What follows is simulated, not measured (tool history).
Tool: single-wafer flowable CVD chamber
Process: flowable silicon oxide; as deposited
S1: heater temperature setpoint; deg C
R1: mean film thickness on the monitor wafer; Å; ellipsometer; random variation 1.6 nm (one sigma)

{"run": 1, "hour": 0.0, "S1": 110, "chamber pressure (Torr)": 0.721, "RF power (kW)": 1.955, "deposition time (s)": 818, "R1": 2981.2}
{"run": 2, "hour": 3.5, "S1": 110, "chamber pressure (Torr)": 0.773, "RF power (kW)": 1.955, "deposition time (s)": 818, "R1": 3181.8}
{"run": 3, "hour": 9.5, "S1": 110, "chamber pressure (Torr)": 0.725, "RF power (kW)": 1.955, "deposition time (s)": 818, "R1": 2981.7}
{"run": 4, "hour": 15.6, "S1": 105, "chamber pressure (Torr)": 0.732, "RF power (kW)": 1.955, "deposition time (s)": 818, "R1": 3480.0}
{"run": 5, "hour": 21.3, "S1": 101, "chamber pressure (Torr)": 0.745, "RF power (kW)": 1.96, "deposition time (s)": 818, "R1": 3983.5}
{"run": 6, "hour": 27.1, "S1": 101, "chamber pressure (Torr)": 0.745, "RF power (kW)": 2.235, "deposition time (s)": 818, "R1": 4151.8}
{"run": 7, "hour": 34.8, "S1": 98, "chamber pressure (Torr)": 0.75, "RF power (kW)": 2.235, "deposition time (s)": 818, "R1": 4535.2}

The next listed run, before its measurement:
{"run": 8, "hour": 43.1, "S1": 95, "chamber pressure (Torr)": 0.756, "RF power (kW)": 2.235, "deposition time (s)": 818, "R1": "?"}

R1: 4978.7 Å
